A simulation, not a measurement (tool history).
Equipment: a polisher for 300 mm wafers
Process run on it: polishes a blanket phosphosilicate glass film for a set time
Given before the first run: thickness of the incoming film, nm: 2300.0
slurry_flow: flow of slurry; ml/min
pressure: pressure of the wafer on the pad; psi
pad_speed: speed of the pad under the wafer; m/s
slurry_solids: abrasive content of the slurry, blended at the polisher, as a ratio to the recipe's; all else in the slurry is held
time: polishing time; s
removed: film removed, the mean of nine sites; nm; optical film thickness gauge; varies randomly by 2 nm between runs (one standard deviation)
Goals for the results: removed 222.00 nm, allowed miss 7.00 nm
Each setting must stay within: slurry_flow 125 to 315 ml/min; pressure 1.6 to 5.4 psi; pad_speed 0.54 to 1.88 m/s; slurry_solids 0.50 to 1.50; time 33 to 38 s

Run 1, hour 0.0: slurry_flow 205 ml/min, pressure 3.5 psi, pad_speed 1.20 m/s, slurry_solids 1.00, time 38 s. Result: removed 264.98 nm.
Run 2, hour 2.4: slurry_flow 205 ml/min, pressure 3.9 psi, pad_speed 1.20 m/s, slurry_solids 1.00, time 38 s. Result: removed 283.47 nm.
Run 3, hour 9.3: slurry_flow 200 ml/min, pressure 3.5 psi, pad_speed 1.20 m/s, slurry_solids 1.00, time 38 s. Result: removed 271.43 nm.
Run 4, hour 17.5: slurry_flow 200 ml/min, pressure 3.5 psi, pad_speed 1.20 m/s, slurry_solids 0.90, time 38 s. Result: removed 256.13 nm.
At hour 19.4: conditioning disc replaced and pad reconditioned.
Run 5, hour 19.4: slurry_flow 200 ml/min, pressure 3.3 psi, pad_speed 1.20 m/s, slurry_solids 0.90, time 38 s. Result: removed 338.49 nm.
Run 6, hour 20.4: slurry_flow 200 ml/min, pressure 3.9 psi, pad_speed 1.18 m/s, slurry_solids 0.90, time 38 s. Result: removed 373.41 nm.
Run 7, hour 29.0: slurry_flow 225 ml/min, pressure 3.6 psi, pad_speed 1.18 m/s, slurry_solids 0.90, time 38 s. Result: removed 362.13 nm.
Run 8, hour 33.1: slurry_flow 195 ml/min, pressure 3.6 psi, pad_speed 1.18 m/s, slurry_solids 0.90, time 38 s. Result: removed 352.05 nm.
Run 9, hour 38.9: slurry_flow 220 ml/min, pressure 3.1 psi, pad_speed 1.20 m/s, slurry_solids 0.90, time 38 s. Result: removed 322.05 nm.
Run 10, hour 40.8: slurry_flow 190 ml/min, pressure 2.9 psi, pad_speed 1.20 m/s, slurry_solids 0.90, time 38 s. Result: removed 301.44 nm.

Next run, 5 choices. One meets every target within its allowed miss, the rest don't. Which?
Run A, hour 42.7: slurry_flow 160 ml/min, pressure 2.5 psi, pad_speed 1.24 m/s, slurry_solids 0.90, time 37 s. Result: removed ?.
Run B, hour 42.7: slurry_flow 225 ml/min, pressure 2.8 psi, pad_speed 0.98 m/s, slurry_solids 0.90, time 33 s. Result: removed ?.
Run C, hour 42.7: slurry_flow 155 ml/min, pressure 3.5 psi, pad_speed 1.88 m/s, slurry_solids 1.10, time 37 s. Result: removed ?.
Run D, hour 42.7: slurry_flow 195 ml/min, pressure 2.5 psi, pad_speed 1.12 m/s, slurry_solids 0.95, time 35 s. Result: removed ?.
Run E, hour 42.7: slurry_flow 240 ml/min, pressure 3.4 psi, pad_speed 1.10 m/s, slurry_solids 1.25, time 38 s. Result: removed ?.

move  removed
   A   261.10
   B   221.36
   C   501.37
   D   240.01
   E   366.23
A: nearer than the last run, and not there yet
B: each result inside its tolerance
C: lands further from the targets than the last run did
D: nearer than the last run, and not there yet
E: lands further from the targets than the last run did
Correct choice: B, which meets every target
